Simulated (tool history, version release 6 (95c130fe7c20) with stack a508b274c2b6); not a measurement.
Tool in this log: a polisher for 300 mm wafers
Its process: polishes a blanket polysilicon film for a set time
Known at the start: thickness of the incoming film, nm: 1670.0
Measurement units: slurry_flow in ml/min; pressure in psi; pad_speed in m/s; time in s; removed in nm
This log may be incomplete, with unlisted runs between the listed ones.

{"run": 1, "day": 0.0, "slurry_flow": 165, "pressure": 2.0, "pad_speed": 1.14, "time": 27, "removed": 146.35}
{"run": 2, "day": 0.329, "slurry_flow": 185, "pressure": 2.0, "pad_speed": 1.14, "time": 27, "removed": 151.4}
{"run": 3, "day": 0.617, "slurry_flow": 225, "pressure": 2.0, "pad_speed": 1.14, "time": 27, "removed": 151.46}
{"run": 4, "day": 0.729, "slurry_flow": 225, "pressure": 2.5, "pad_speed": 1.14, "time": 27, "removed": 178.62}
{"run": 5, "day": 1.096, "slurry_flow": 225, "pressure": 2.6, "pad_speed": 1.14, "time": 27, "removed": 189.94}
{"run": 6, "day": 1.138, "slurry_flow": 205, "pressure": 2.6, "pad_speed": 1.14, "time": 27, "removed": 182.81}
{"run": 7, "day": 1.167, "slurry_flow": 205, "pressure": 2.7, "pad_speed": 1.14, "time": 27, "removed": 189.21}

The next listed run, before its measurement:
{"run": 8, "day": 1.367, "slurry_flow": 205, "pressure": 2.8, "pad_speed": 1.14, "time": 27, "removed": "?"}

{"run 8": {"removed": 193.06}}

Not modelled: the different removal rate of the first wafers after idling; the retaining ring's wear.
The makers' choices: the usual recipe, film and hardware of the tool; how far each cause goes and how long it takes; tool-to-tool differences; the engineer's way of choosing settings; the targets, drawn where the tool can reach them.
